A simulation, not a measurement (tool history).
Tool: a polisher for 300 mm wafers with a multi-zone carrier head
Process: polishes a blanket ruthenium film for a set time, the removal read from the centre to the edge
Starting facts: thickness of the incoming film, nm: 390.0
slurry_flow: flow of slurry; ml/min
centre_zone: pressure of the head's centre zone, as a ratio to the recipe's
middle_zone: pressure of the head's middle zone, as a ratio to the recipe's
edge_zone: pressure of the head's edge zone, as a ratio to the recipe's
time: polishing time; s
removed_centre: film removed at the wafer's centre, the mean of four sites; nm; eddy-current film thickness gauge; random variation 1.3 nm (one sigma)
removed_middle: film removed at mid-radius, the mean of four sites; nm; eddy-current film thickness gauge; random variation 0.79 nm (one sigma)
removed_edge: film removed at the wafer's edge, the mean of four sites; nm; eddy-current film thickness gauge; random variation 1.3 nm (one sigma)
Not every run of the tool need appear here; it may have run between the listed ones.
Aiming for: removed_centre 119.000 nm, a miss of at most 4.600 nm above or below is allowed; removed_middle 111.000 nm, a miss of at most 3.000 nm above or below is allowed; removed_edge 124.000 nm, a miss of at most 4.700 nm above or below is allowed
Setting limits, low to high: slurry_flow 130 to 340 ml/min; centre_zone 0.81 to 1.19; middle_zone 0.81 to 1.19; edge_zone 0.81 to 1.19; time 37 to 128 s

Run 1, day 0.000: slurry_flow 220 ml/min, centre_zone 1.00, middle_zone 1.00, edge_zone 1.00, time 82 s. Result: removed_centre 100.760 nm, removed_middle 100.750 nm, removed_edge 100.380 nm.
Run 2, day 0.333: slurry_flow 245 ml/min, centre_zone 1.00, middle_zone 1.00, edge_zone 1.00, time 82 s. Result: removed_centre 100.560 nm, removed_middle 101.260 nm, removed_edge 100.750 nm.
Run 3, day 0.621: slurry_flow 195 ml/min, centre_zone 1.00, middle_zone 1.00, edge_zone 1.00, time 82 s. Result: removed_centre 97.228 nm, removed_middle 98.795 nm, removed_edge 98.588 nm.
Run 4, day 0.767: slurry_flow 195 ml/min, centre_zone 1.00, middle_zone 0.92, edge_zone 1.00, time 82 s. Result: removed_centre 98.080 nm, removed_middle 93.018 nm, removed_edge 98.300 nm.
Run 5, day 0.942: slurry_flow 210 ml/min, centre_zone 1.01, middle_zone 0.93, edge_zone 1.05, time 85 s. Result: removed_centre 102.760 nm, removed_middle 97.388 nm, removed_edge 104.790 nm.
Run 6, day 1.150: slurry_flow 210 ml/min, centre_zone 1.01, middle_zone 0.93, edge_zone 1.12, time 85 s. Result: removed_centre 103.800 nm, removed_middle 96.744 nm, removed_edge 109.020 nm.
Run 7, day 1.279: slurry_flow 220 ml/min, centre_zone 1.02, middle_zone 0.95, edge_zone 1.14, time 87 s. Result: removed_centre 107.820 nm, removed_middle 101.700 nm, removed_edge 113.120 nm.
Run 8, day 1.521: slurry_flow 230 ml/min, centre_zone 1.03, middle_zone 0.96, edge_zone 1.15, time 88 s. Result: removed_centre 110.280 nm, removed_middle 103.360 nm, removed_edge 115.230 nm.
Run 9, day 1.658: slurry_flow 235 ml/min, centre_zone 1.04, middle_zone 0.97, edge_zone 1.16, time 89 s. Result: removed_centre 112.180 nm, removed_middle 108.350 nm, removed_edge 117.990 nm.
Run 10, day 1.871: slurry_flow 240 ml/min, centre_zone 1.05, middle_zone 0.96, edge_zone 1.17, time 90 s. Result: removed_centre 115.560 nm, removed_middle 108.230 nm, removed_edge 119.080 nm.

Which single option among these 5 for the next run brings every result within its allowed miss of target? Just one does.
Run A, day 2.083: slurry_flow 260 ml/min, centre_zone 1.12, middle_zone 1.00, edge_zone 1.07, time 88 s. Result: removed_centre ?, removed_middle ?, removed_edge ?.
Run B, day 2.083: slurry_flow 220 ml/min, centre_zone 1.08, middle_zone 0.98, edge_zone 1.18, time 93 s. Result: removed_centre ?, removed_middle ?, removed_edge ?.
Run C, day 2.083: slurry_flow 285 ml/min, centre_zone 1.14, middle_zone 0.90, edge_zone 1.16, time 88 s. Result: removed_centre ?, removed_middle ?, removed_edge ?.
Run D, day 2.083: slurry_flow 320 ml/min, centre_zone 1.17, middle_zone 1.05, edge_zone 1.10, time 86 s. Result: removed_centre ?, removed_middle ?, removed_edge ?.
Run E, day 2.083: slurry_flow 180 ml/min, centre_zone 0.89, middle_zone 0.90, edge_zone 1.19, time 100 s. Result: removed_centre ?, removed_middle ?, removed_edge ?.

move  removed_centre  removed_middle  removed_edge
   A         117.210         109.520       111.160
   B         118.480         112.350       122.130
   C         119.760         102.360       116.650
   D         120.750         112.820       111.540
   E         108.080         111.550       130.110
A: the biggest miss grows against the last run
B: every result within its allowed miss
C: the biggest miss grows against the last run
D: the biggest miss grows against the last run
E: moves the result that the last run missed by most past its target, out the other side
B is the move that brings every result within its allowed miss.
